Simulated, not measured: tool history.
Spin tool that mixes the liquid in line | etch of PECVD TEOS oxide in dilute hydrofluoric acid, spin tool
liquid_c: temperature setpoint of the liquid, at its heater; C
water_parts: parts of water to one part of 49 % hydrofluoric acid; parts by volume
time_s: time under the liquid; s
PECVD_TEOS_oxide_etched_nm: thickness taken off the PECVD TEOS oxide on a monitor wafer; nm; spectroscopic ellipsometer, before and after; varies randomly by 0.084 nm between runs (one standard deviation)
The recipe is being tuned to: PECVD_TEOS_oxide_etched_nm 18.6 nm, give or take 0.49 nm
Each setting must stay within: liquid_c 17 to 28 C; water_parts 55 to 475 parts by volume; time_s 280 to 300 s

Run 1, hour 0: liquid_c 20 C, water_parts 265 parts by volume, time_s 280 s. Result: PECVD_TEOS_oxide_etched_nm 21.503 nm.
Run 2, hour 6.8: liquid_c 20 C, water_parts 230 parts by volume, time_s 280 s. Result: PECVD_TEOS_oxide_etched_nm 25.335 nm.
Run 3, hour 7.6: liquid_c 19 C, water_parts 245 parts by volume, time_s 280 s. Result: PECVD_TEOS_oxide_etched_nm 22.809 nm.
Run 4, hour 15.6: liquid_c 18.5 C, water_parts 255 parts by volume, time_s 280 s. Result: PECVD_TEOS_oxide_etched_nm 21.248 nm.
Run 5, hour 22.5: liquid_c 20 C, water_parts 255 parts by volume, time_s 280 s. Result: PECVD_TEOS_oxide_etched_nm 22.602 nm.
Run 6, hour 26.3: liquid_c 19 C, water_parts 260 parts by volume, time_s 280 s. Result: PECVD_TEOS_oxide_etched_nm 21.122 nm.
Run 7, hour 31.5: liquid_c 18.5 C, water_parts 265 parts by volume, time_s 280 s. Result: PECVD_TEOS_oxide_etched_nm 20.279 nm.
Run 8, hour 33.5: liquid_c 18 C, water_parts 265 parts by volume, time_s 280 s. Result: PECVD_TEOS_oxide_etched_nm 19.793 nm.
Run 9, hour 37.1: liquid_c 17.5 C, water_parts 265 parts by volume, time_s 280 s. Result: PECVD_TEOS_oxide_etched_nm 19.421 nm.

5 next moves are on the table. One of them brings every result within its allowed miss. Which?
Run A, hour 40.7: liquid_c 18.5 C, water_parts 295 parts by volume, time_s 280 s. Result: PECVD_TEOS_oxide_etched_nm ?.
Run B, hour 40.7: liquid_c 17.5 C, water_parts 300 parts by volume, time_s 295 s. Result: PECVD_TEOS_oxide_etched_nm ?.
Run C, hour 40.7: liquid_c 20 C, water_parts 310 parts by volume, time_s 280 s. Result: PECVD_TEOS_oxide_etched_nm ?.
Run D, hour 40.7: liquid_c 19.5 C, water_parts 305 parts by volume, time_s 280 s. Result: PECVD_TEOS_oxide_etched_nm ?.
Run E, hour 40.7: liquid_c 17 C, water_parts 270 parts by volume, time_s 280 s. Result: PECVD_TEOS_oxide_etched_nm ?.

move  PECVD_TEOS_oxide_etched_nm
   A                      17.771
   B                      17.659
   C                      17.638
   D                      17.681
   E                      18.744
A: moves the result that the last run missed by most past its target, out the other side
B: moves the result that the last run missed by most past its target, out the other side
C: moves the result that the last run missed by most past its target, out the other side
D: moves the result that the last run missed by most past its target, out the other side
E: all results in spec
Correct choice: E, which meets every target
